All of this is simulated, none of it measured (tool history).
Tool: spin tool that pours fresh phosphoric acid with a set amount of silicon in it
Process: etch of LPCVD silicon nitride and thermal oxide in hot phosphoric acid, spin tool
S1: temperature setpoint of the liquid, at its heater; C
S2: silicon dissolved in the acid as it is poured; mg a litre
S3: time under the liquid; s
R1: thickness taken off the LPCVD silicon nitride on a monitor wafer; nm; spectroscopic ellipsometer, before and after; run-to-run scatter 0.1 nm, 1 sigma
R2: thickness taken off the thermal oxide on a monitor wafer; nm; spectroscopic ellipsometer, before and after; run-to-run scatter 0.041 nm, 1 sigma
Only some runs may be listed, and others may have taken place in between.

{"run": 1, "hour": 0.0, "S1": 161, "S2": 10, "S3": 100, "R1": 11.151, "R2": 0.22423}
{"run": 2, "hour": 4.3, "S1": 161, "S2": 10, "S3": 65, "R1": 7.231, "R2": 0.13828}
{"run": 3, "hour": 6.9, "S1": 161, "S2": 10, "S3": 40, "R1": 4.451, "R2": 0.088921}
{"run": 4, "hour": 11.8, "S1": 162, "S2": 9.5, "S3": 65, "R1": 7.424, "R2": 0.15858}
{"run": 5, "hour": 18.5, "S1": 163, "S2": 10.5, "S3": 80, "R1": 9.5268, "R2": 0.21239}
{"run": 6, "hour": 24.8, "S1": 164.5, "S2": 10.5, "S3": 80, "R1": 10.019, "R2": 0.2494}

Run 7 comes next. What will it give?
{"run": 7, "hour": 32.0, "S1": 165, "S2": 11.5, "S3": 95, "R1": "?", "R2": "?"}

R1: 12.016 nm
R2: 0.25854 nm
